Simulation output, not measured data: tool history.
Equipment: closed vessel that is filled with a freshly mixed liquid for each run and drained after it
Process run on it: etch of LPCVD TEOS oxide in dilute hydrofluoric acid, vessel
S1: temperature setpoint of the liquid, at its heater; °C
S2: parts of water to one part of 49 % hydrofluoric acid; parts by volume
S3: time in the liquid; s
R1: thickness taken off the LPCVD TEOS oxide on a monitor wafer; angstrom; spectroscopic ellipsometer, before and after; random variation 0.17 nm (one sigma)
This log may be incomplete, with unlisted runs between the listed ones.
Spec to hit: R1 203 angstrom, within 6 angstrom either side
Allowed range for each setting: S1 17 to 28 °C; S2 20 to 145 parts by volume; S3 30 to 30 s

run,day,S1,S2,S3,R1
1,0,20,80,30,107.62
2,0.229,20,80,30,107.32
3,0.421,22,75,30,125.69
4,0.596,20.5,75,30,119.01
5,0.933,18.5,75,30,109.32
6,1.217,18.5,85,30,94.76
7,1.367,21,75,30,120.48
8,1.492,23,70,30,144.21
9,1.812,24.5,70,30,151.26
10,2.083,25.5,65,30,168.41
11,2.146,26,65,30,171.2
12,2.25,26.5,65,30,175.66
13,2.438,27,65,30,177.79
14,2.654,27.5,65,30,183.67

Which single option among these 4 for the next run brings every result within its allowed miss of target? Just one does.
A,2.871,28,55,30,?
B,2.871,27.5,60,30,?
C,2.871,26.5,60,30,?
D,2.871,25.5,60,30,?

move,R1
A,222.26
B,198.3
C,190.56
D,183.05
A: pushes the last run's worst result past its target
B: every result lands within tolerance
C: moves toward the targets from the last run without getting all of them in spec
D: about the same distance from the targets as the last run
Answer: B

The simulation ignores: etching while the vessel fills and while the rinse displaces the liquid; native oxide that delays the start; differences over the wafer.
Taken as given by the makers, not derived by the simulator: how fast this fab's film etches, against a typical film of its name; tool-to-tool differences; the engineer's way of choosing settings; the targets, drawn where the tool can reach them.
